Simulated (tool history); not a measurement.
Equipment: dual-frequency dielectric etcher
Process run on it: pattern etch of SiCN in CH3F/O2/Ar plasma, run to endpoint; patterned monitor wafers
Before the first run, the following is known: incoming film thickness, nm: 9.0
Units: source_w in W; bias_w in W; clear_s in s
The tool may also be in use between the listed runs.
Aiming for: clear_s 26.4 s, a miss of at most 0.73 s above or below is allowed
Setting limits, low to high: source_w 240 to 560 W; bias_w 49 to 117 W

run,day,source_w,bias_w,clear_s
1,0,400,83,21.849
2,0.125,370,80,23.18
3,0.183,310,80,25.106
4,0.258,300,80,25.54
5,0.633,300,91,24.224
6,0.779,290,90,24.68
7,0.825,280,90,25.161
8,1.062,270,90,25.517
9,1.167,270,90,25.659

Pick the move, out of 4, that brings all results within their allowed miss; only one does.
A,1.271,250,106,?
B,1.271,240,99,?
C,1.271,260,100,?
D,1.271,290,96,?

move,clear_s
A,24.792
B,26.074
C,24.931
D,24.049
A: its largest miss is bigger than the last run's
B: meets every target
C: its largest miss is bigger than the last run's
D: its largest miss is bigger than the last run's
Go with B: it meets all targets.
